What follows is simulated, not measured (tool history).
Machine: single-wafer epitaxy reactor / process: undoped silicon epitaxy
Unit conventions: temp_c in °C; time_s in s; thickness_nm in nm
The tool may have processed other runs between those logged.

run 1 hour=0.0 | temp_c=650 time_s=270 | thickness_nm=44.664
run 2 hour=7.5 | temp_c=650 time_s=303 | thickness_nm=49.916
run 3 hour=15.5 | temp_c=647 time_s=303 | thickness_nm=46.461
run 4 hour=23.4 | temp_c=642 time_s=303 | thickness_nm=40.956
run 5 hour=29.1 | temp_c=641 time_s=303 | thickness_nm=40.025
run 6 hour=37.6 | temp_c=640 time_s=303 | thickness_nm=39.075
run 7 hour=44.5 | temp_c=639 time_s=303 | thickness_nm=38.014
run 8 hour=46.9 | temp_c=638 time_s=303 | thickness_nm=37.300
run 9 hour=48.1 | temp_c=637 time_s=303 | thickness_nm=36.099

Run 10, settings as shown, results not yet in. Your forecast:
run 10 hour=56.8 | temp_c=635 time_s=303 | thickness_nm=?

thickness_nm: 34.440 nm

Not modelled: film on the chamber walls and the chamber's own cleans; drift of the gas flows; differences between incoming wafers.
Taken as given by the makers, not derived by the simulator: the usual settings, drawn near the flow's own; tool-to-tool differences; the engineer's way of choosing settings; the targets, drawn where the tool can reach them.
